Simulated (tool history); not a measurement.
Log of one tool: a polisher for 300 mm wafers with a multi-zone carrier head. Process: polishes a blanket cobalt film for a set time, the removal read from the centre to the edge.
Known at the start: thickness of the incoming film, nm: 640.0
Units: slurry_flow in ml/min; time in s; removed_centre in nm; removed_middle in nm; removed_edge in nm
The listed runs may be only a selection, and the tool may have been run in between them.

Run 1, hour 0.0: slurry_flow 310 ml/min, centre_zone 1.00, middle_zone 1.00, edge_zone 1.00, time 59 s. Result: removed_centre 198.60 nm, removed_middle 189.38 nm, removed_edge 182.89 nm.
Run 2, hour 3.6: slurry_flow 310 ml/min, centre_zone 1.00, middle_zone 1.00, edge_zone 1.00, time 64 s. Result: removed_centre 214.72 nm, removed_middle 206.56 nm, removed_edge 193.16 nm.
Run 3, hour 5.9: slurry_flow 310 ml/min, centre_zone 1.07, middle_zone 1.00, edge_zone 1.00, time 64 s. Result: removed_centre 230.03 nm, removed_middle 203.67 nm, removed_edge 195.03 nm.
Run 4, hour 12.0: slurry_flow 310 ml/min, centre_zone 1.07, middle_zone 1.00, edge_zone 1.00, time 75 s. Result: removed_centre 262.72 nm, removed_middle 239.19 nm, removed_edge 230.10 nm.
Run 5, hour 17.3: slurry_flow 390 ml/min, centre_zone 1.07, middle_zone 1.00, edge_zone 1.00, time 75 s. Result: removed_centre 271.66 nm, removed_middle 248.66 nm, removed_edge 233.24 nm.
Run 6, hour 20.3: slurry_flow 375 ml/min, centre_zone 1.00, middle_zone 1.01, edge_zone 1.00, time 69 s. Result: removed_centre 234.97 nm, removed_middle 226.55 nm, removed_edge 213.51 nm.
Run 7, hour 23.6: slurry_flow 355 ml/min, centre_zone 0.95, middle_zone 1.03, edge_zone 1.00, time 64 s. Result: removed_centre 204.09 nm, removed_middle 213.65 nm, removed_edge 198.01 nm.

What will run 8 give?
Run 8, hour 27.8: slurry_flow 355 ml/min, centre_zone 0.95, middle_zone 1.03, edge_zone 1.00, time 64 s. Result: removed_centre ?, removed_middle ?, removed_edge ?.

removed_centre: 202.81 nm
removed_middle: 208.15 nm
removed_edge: 196.20 nm
